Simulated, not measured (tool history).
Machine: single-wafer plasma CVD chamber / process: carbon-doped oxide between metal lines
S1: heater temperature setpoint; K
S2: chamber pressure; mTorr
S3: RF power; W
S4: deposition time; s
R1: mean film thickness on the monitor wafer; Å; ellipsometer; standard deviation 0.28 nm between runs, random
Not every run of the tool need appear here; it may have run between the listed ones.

run	day	S1	S2	S3	S4	R1
1	0.000	613.15	5130	540	16.5	823.57
2	0.325	613.15	5130	540	16.5	821.81
3	0.662	610.15	5400	550	16.5	840.24
4	0.888	610.15	5400	610	16.5	880.82
# day 0.917: RF generator calibrated
5	0.917	610.15	5400	535	16.5	849.52
6	1.058	607.15	5480	535	16.5	856.32
7	1.242	604.15	5610	540	16.5	871.24

For run 8, what comes out?
8	1.596	602.15	5750	545	16.5	?

R1: 884.74 Å
